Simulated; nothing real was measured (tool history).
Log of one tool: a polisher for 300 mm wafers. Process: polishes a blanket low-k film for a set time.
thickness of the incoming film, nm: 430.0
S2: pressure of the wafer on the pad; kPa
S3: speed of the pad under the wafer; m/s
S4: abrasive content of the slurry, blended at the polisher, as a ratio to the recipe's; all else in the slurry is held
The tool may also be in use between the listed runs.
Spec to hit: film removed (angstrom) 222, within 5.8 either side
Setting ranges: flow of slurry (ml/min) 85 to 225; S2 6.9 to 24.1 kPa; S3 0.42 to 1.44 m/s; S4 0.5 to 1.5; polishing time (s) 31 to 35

{"run": 1, "hour": 0.0, "flow of slurry (ml/min)": 145, "S2": 15.2, "S3": 0.92, "S4": 1, "polishing time (s)": 35, "film removed (angstrom)": 151.37}
{"run": 2, "hour": 0.9, "flow of slurry (ml/min)": 150, "S2": 15.9, "S3": 0.92, "S4": 1, "polishing time (s)": 35, "film removed (angstrom)": 160.01}
{"run": 3, "hour": 9.0, "flow of slurry (ml/min)": 150, "S2": 13.1, "S3": 0.92, "S4": 1, "polishing time (s)": 35, "film removed (angstrom)": 133.24}
{"run": 4, "hour": 10.6, "flow of slurry (ml/min)": 120, "S2": 13.1, "S3": 0.92, "S4": 1, "polishing time (s)": 35, "film removed (angstrom)": 127.91}
{"run": 5, "hour": 17.8, "flow of slurry (ml/min)": 105, "S2": 13.1, "S3": 0.92, "S4": 1, "polishing time (s)": 35, "film removed (angstrom)": 123.23}
{"run": 6, "hour": 24.8, "flow of slurry (ml/min)": 105, "S2": 13.1, "S3": 0.92, "S4": 1, "polishing time (s)": 31, "film removed (angstrom)": 108.6}
{"run": 7, "hour": 29.1, "flow of slurry (ml/min)": 115, "S2": 13.8, "S3": 0.92, "S4": 1, "polishing time (s)": 31, "film removed (angstrom)": 116.35}
{"run": 8, "hour": 34.2, "flow of slurry (ml/min)": 155, "S2": 17.9, "S3": 0.94, "S4": 1, "polishing time (s)": 31, "film removed (angstrom)": 161.67}
{"run": 9, "hour": 36.0, "flow of slurry (ml/min)": 160, "S2": 18.6, "S3": 0.94, "S4": 1, "polishing time (s)": 31, "film removed (angstrom)": 170.98}
{"run": 10, "hour": 41.0, "flow of slurry (ml/min)": 165, "S2": 19.3, "S3": 0.94, "S4": 1, "polishing time (s)": 31, "film removed (angstrom)": 179.01}
{"run": 11, "hour": 48.9, "flow of slurry (ml/min)": 170, "S2": 19.3, "S3": 0.94, "S4": 1, "polishing time (s)": 31, "film removed (angstrom)": 177.2}
{"run": 12, "hour": 51.5, "flow of slurry (ml/min)": 170, "S2": 19.3, "S3": 0.94, "S4": 1, "polishing time (s)": 31, "film removed (angstrom)": 175.06}
{"run": 13, "hour": 56.9, "flow of slurry (ml/min)": 170, "S2": 20, "S3": 0.94, "S4": 1, "polishing time (s)": 31, "film removed (angstrom)": 181.33}
{"run": 14, "hour": 61.9, "flow of slurry (ml/min)": 175, "S2": 20.7, "S3": 0.94, "S4": 1, "polishing time (s)": 31, "film removed (angstrom)": 189.1}
{"run": 15, "hour": 64.1, "flow of slurry (ml/min)": 180, "S2": 20.7, "S3": 0.94, "S4": 1, "polishing time (s)": 31, "film removed (angstrom)": 189.91}
{"run": 16, "hour": 72.1, "flow of slurry (ml/min)": 180, "S2": 21.4, "S3": 0.94, "S4": 1, "polishing time (s)": 31, "film removed (angstrom)": 194.86}

Below are 5 possible settings for the next run. Only one of them brings all results inside the allowed miss of their targets. Which is it?
{"run": "A", "hour": 80.1, "flow of slurry (ml/min)": 205, "S2": 22.8, "S3": 0.88, "S4": 1, "polishing time (s)": 34, "film removed (angstrom)": "?"}
{"run": "B", "hour": 80.1, "flow of slurry (ml/min)": 160, "S2": 22.1, "S3": 1.02, "S4": 1, "polishing time (s)": 35, "film removed (angstrom)": "?"}
{"run": "C", "hour": 80.1, "flow of slurry (ml/min)": 170, "S2": 20.7, "S3": 1, "S4": 1.3, "polishing time (s)": 34, "film removed (angstrom)": "?"}
{"run": "D", "hour": 80.1, "flow of slurry (ml/min)": 185, "S2": 20, "S3": 1.1, "S4": 1.05, "polishing time (s)": 34, "film removed (angstrom)": "?"}
{"run": "E", "hour": 80.1, "flow of slurry (ml/min)": 210, "S2": 19.3, "S3": 1.02, "S4": 1.25, "polishing time (s)": 35, "film removed (angstrom)": "?"}

move=A film_removed_(angstrom)=222.06
move=B film_removed_(angstrom)=241.32
move=C film_removed_(angstrom)=236.31
move=D film_removed_(angstrom)=234.27
move=E film_removed_(angstrom)=234.83
A: every result within its allowed miss
B: moves the result that the last run missed by most past its target, out the other side
C: moves the result that the last run missed by most past its target, out the other side
D: moves the result that the last run missed by most past its target, out the other side
E: moves the result that the last run missed by most past its target, out the other side
Move A is the one to make.
